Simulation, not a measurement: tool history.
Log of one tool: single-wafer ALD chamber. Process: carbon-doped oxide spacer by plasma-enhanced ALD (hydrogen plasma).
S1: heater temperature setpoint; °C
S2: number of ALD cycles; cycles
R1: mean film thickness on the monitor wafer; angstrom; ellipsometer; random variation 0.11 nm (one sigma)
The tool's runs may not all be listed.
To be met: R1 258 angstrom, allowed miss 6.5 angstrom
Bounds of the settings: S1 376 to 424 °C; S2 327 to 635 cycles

run	hour	S1	S2	R1
1	0	400	481	216.73
2	3	400	529	237.69
3	10.8	400	533	238.58
4	14.8	400	486	218.76
5	17.3	404	486	216.95
6	21.1	399	486	219.5
7	26.2	399	486	217.61
8	28.5	399	486	217.08
9	35.4	399	495	223.35
10	37	399	503	227.69
11	42.1	398	509	229.18
12	44.4	398	515	232.3
13	52.3	398	521	233.9
14	60.5	398	527	236.91

Which of these 4 next moves meets every target?
A	68.7	404	534	?
B	68.7	396	553	?
C	68.7	380	552	?
D	68.7	392	572	?

move	R1
A	236.97
B	248.8
C	248.35
D	257.35
A: as far off as the last run
B: nearer than the last run, and not there yet
C: nearer than the last run, and not there yet
D: meets every target
The right move is D.

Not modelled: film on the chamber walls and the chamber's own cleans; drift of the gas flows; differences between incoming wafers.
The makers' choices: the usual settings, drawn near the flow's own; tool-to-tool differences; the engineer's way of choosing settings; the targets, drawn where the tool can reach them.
